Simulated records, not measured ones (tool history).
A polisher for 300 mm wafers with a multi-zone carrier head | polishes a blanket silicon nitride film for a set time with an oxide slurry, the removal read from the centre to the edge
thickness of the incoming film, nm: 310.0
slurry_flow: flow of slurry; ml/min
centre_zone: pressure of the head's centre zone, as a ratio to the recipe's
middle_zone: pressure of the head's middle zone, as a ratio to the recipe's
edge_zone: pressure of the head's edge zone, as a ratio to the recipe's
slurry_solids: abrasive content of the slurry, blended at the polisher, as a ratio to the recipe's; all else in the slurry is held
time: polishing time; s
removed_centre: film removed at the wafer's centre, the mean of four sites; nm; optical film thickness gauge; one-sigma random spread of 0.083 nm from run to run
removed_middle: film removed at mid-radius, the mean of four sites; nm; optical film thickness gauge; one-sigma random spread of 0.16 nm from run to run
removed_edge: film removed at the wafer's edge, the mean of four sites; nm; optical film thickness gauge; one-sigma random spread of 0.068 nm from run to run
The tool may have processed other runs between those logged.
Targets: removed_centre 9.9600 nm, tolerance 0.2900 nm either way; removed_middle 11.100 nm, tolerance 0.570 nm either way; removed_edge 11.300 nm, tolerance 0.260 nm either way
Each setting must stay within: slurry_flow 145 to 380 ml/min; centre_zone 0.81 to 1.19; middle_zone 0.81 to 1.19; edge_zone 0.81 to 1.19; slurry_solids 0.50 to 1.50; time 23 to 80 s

| run | hour | slurry_flow | centre_zone | middle_zone | edge_zone | slurry_solids | time | removed_centre | removed_middle | removed_edge |
|---|---|---|---|---|---|---|---|---|---|---|
| 1 | 0.0 | 245 | 1.00 | 1.00 | 1.00 | 1.00 | 51 | 19.6930 | 20.732 | 20.969 |
| 2 | 3.5 | 245 | 1.00 | 1.00 | 0.95 | 1.00 | 51 | 19.4420 | 20.865 | 20.365 |
| 3 | 10.2 | 235 | 0.97 | 0.97 | 0.92 | 0.85 | 47 | 15.7070 | 16.438 | 16.424 |
| 4 | 19.2 | 220 | 0.92 | 0.95 | 0.89 | 0.75 | 46 | 13.2850 | 15.036 | 14.299 |
|  | 25.9 | edge zone pressure recalibrated |
| 5 | 25.9 | 220 | 0.97 | 0.95 | 0.89 | 0.75 | 46 | 13.8570 | 14.182 | 13.764 |
| 6 | 30.1 | 160 | 0.97 | 0.95 | 0.89 | 0.75 | 46 | 12.8620 | 13.914 | 13.248 |
| 7 | 31.7 | 160 | 0.93 | 0.91 | 0.88 | 0.70 | 46 | 11.8960 | 12.689 | 12.529 |
| 8 | 35.2 | 155 | 0.90 | 0.89 | 0.86 | 0.70 | 46 | 11.6440 | 12.132 | 12.313 |
| 9 | 39.0 | 150 | 0.88 | 0.89 | 0.86 | 0.65 | 46 | 10.4390 | 11.390 | 11.381 |

Exercise: of the 4 proposed moves below, exactly one satisfies all targets within the stated allowed misses. Which move is it?
| A | 42.8 | 150 | 0.92 | 0.81 | 0.84 | 0.80 | 38 | ? | ? | ? |
| B | 42.8 | 150 | 0.93 | 0.95 | 0.90 | 0.65 | 42 | ? | ? | ? |
| C | 42.8 | 170 | 0.82 | 0.84 | 0.89 | 0.70 | 41 | ? | ? | ? |
| D | 42.8 | 145 | 0.85 | 1.06 | 0.91 | 0.50 | 62 | ? | ? | ? |

| move | removed_centre | removed_middle | removed_edge |
|---|---|---|---|
| A | 10.7880 | 10.898 | 11.305 |
| B | 9.9634 | 10.739 | 10.680 |
| C | 9.9197 | 10.909 | 11.351 |
| D | 9.9633 | 11.995 | 11.376 |
A: moves away from the targets compared with the last run
B: gets the furthest-off result to its target, but another result is out of tolerance
C: every result lands within tolerance
D: gets the furthest-off result to its target, but another result is out of tolerance
C is the move that brings every result within its allowed miss.

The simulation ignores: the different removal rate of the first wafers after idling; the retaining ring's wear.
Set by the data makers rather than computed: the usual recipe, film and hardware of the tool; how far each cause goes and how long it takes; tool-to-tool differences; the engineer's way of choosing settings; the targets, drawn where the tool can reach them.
